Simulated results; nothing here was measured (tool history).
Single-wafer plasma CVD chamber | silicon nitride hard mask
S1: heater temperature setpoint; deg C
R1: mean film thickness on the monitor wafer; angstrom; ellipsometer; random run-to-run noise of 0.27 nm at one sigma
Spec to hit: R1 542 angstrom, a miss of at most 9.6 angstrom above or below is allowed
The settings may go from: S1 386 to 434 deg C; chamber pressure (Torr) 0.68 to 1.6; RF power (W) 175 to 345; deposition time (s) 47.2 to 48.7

run 1 day=0 | S1=410 chamber_pressure_(Torr)=1.14 RF_power_(W)=260 deposition_time_(s)=47.2 | R1=486.67
run 2 day=0.062 | S1=410 chamber_pressure_(Torr)=0.94 RF_power_(W)=260 deposition_time_(s)=47.2 | R1=441.69
run 3 day=0.15 | S1=410 chamber_pressure_(Torr)=1.06 RF_power_(W)=260 deposition_time_(s)=47.2 | R1=467.42
run 4 day=0.262 | S1=410 chamber_pressure_(Torr)=1.15 RF_power_(W)=260 deposition_time_(s)=47.2 | R1=486.57
run 5 day=0.438 | S1=417 chamber_pressure_(Torr)=1.15 RF_power_(W)=260 deposition_time_(s)=47.2 | R1=481.1
run 6 day=0.717 | S1=416 chamber_pressure_(Torr)=1.22 RF_power_(W)=260 deposition_time_(s)=47.2 | R1=499.77
run 7 day=0.8 | S1=416 chamber_pressure_(Torr)=1.27 RF_power_(W)=260 deposition_time_(s)=47.2 | R1=500.49
run 8 day=1.012 | S1=416 chamber_pressure_(Torr)=1.33 RF_power_(W)=260 deposition_time_(s)=47.2 | R1=515.17
run 9 day=1.371 | S1=416 chamber_pressure_(Torr)=1.37 RF_power_(W)=260 deposition_time_(s)=47.2 | R1=526.72
run 10 day=1.683 | S1=416 chamber_pressure_(Torr)=1.39 RF_power_(W)=260 deposition_time_(s)=47.2 | R1=524.23
run 11 day=1.95 | S1=416 chamber_pressure_(Torr)=1.42 RF_power_(W)=260 deposition_time_(s)=47.2 | R1=530.19

Exercise: of the 5 proposed moves below, exactly one satisfies all targets within the stated allowed misses. Which move is it?
run A day=2.217 | S1=413 chamber_pressure_(Torr)=1.43 RF_power_(W)=275 deposition_time_(s)=48.3 | R1=?
run B day=2.217 | S1=429 chamber_pressure_(Torr)=1.58 RF_power_(W)=255 deposition_time_(s)=47.7 | R1=?
run C day=2.217 | S1=423 chamber_pressure_(Torr)=1.4 RF_power_(W)=260 deposition_time_(s)=47.2 | R1=?
run D day=2.217 | S1=410 chamber_pressure_(Torr)=1.33 RF_power_(W)=260 deposition_time_(s)=47.2 | R1=?
run E day=2.217 | S1=413 chamber_pressure_(Torr)=1.5 RF_power_(W)=245 deposition_time_(s)=47.4 | R1=?

move=A R1=556.39
move=B R1=539.32
move=C R1=518.49
move=D R1=511.65
move=E R1=517.71
A: takes the biggest miss from the last run beyond its target
B: all results in spec
C: moves away from the targets compared with the last run
D: moves away from the targets compared with the last run
E: moves away from the targets compared with the last run
B meets every target.

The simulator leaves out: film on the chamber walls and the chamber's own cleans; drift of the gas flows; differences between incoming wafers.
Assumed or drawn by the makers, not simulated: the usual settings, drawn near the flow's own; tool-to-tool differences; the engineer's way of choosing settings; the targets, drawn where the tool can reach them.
